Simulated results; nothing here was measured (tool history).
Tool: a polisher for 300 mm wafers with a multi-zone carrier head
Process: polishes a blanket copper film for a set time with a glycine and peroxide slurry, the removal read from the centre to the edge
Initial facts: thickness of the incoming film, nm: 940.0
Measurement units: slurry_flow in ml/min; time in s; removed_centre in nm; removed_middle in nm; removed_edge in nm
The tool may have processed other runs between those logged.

{"run": 1, "day": 0.0, "slurry_flow": 125, "centre_zone": 1, "middle_zone": 1, "edge_zone": 1, "time": 47, "removed_centre": 216.82, "removed_middle": 215.61, "removed_edge": 204.26}
{"run": 2, "day": 0.217, "slurry_flow": 120, "centre_zone": 0.97, "middle_zone": 1.01, "edge_zone": 0.97, "time": 45, "removed_centre": 199.27, "removed_middle": 204.36, "removed_edge": 194}
{"run": 3, "day": 0.488, "slurry_flow": 115, "centre_zone": 0.96, "middle_zone": 1.04, "edge_zone": 0.94, "time": 43, "removed_centre": 187.72, "removed_middle": 205.6, "removed_edge": 181.62}
{"run": 4, "day": 0.712, "slurry_flow": 100, "centre_zone": 0.96, "middle_zone": 1.04, "edge_zone": 0.94, "time": 43, "removed_centre": 180.73, "removed_middle": 194.84, "removed_edge": 173.97}
{"run": 5, "day": 1.0, "slurry_flow": 95, "centre_zone": 0.94, "middle_zone": 1.05, "edge_zone": 0.93, "time": 43, "removed_centre": 174.7, "removed_middle": 190.95, "removed_edge": 174.17}
{"run": 6, "day": 1.25, "slurry_flow": 90, "centre_zone": 0.93, "middle_zone": 1.06, "edge_zone": 0.91, "time": 43, "removed_centre": 168.52, "removed_middle": 194.69, "removed_edge": 169.77}
{"run": 7, "day": 1.35, "slurry_flow": 85, "centre_zone": 0.93, "middle_zone": 1.06, "edge_zone": 0.9, "time": 43, "removed_centre": 165.7, "removed_middle": 184.86, "removed_edge": 169.18}
{"day": 1.425, "done": "edge zone pressure recalibrated"}
{"run": 8, "day": 1.425, "slurry_flow": 85, "centre_zone": 0.93, "middle_zone": 1.07, "edge_zone": 0.89, "time": 43, "removed_centre": 165.27, "removed_middle": 187.57, "removed_edge": 174.91}
{"run": 9, "day": 1.796, "slurry_flow": 120, "centre_zone": 0.98, "middle_zone": 1.17, "edge_zone": 0.81, "time": 34, "removed_centre": 155.28, "removed_middle": 176.28, "removed_edge": 139.29}
{"run": 10, "day": 1.983, "slurry_flow": 120, "centre_zone": 0.97, "middle_zone": 1.16, "edge_zone": 0.85, "time": 34, "removed_centre": 152.62, "removed_middle": 177.45, "removed_edge": 140.55}
{"run": 11, "day": 2.321, "slurry_flow": 120, "centre_zone": 0.96, "middle_zone": 1.14, "edge_zone": 0.88, "time": 35, "removed_centre": 155.22, "removed_middle": 182.55, "removed_edge": 148.23}

For run 12, what comes out?
{"run": 12, "day": 2.558, "slurry_flow": 120, "centre_zone": 0.95, "middle_zone": 1.13, "edge_zone": 0.9, "time": 35, "removed_centre": "?", "removed_middle": "?", "removed_edge": "?"}

{"run 12": {"removed_centre": 155, "removed_middle": 181.03, "removed_edge": 152.37}}
